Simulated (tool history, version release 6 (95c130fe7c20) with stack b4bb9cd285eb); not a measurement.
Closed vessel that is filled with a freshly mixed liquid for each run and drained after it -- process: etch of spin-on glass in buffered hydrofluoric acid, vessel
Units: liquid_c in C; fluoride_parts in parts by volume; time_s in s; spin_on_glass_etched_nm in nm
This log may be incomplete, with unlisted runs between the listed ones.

run    day  liquid_c  fluoride_parts  time_s  spin_on_glass_etched_nm
  1      0        25            14.5      35                   106.86
  2  0.221        22            14.5      35                   91.467
  3  0.392      24.5            14.5      35                   104.44
  4  0.429      24.5            14.5      35                   106.26
  5    0.5      25.5            13.5      35                   118.69
  6  0.712        26              13      35                   125.62
  7  0.875      26.5            12.5      35                   135.64
  8  1.192        27              12      35                    146.1

Run 9, settings as shown, results not yet in. Your forecast:
  9  1.383        27              12      35                        ?

{"run 9": {"spin_on_glass_etched_nm": 145.94}}
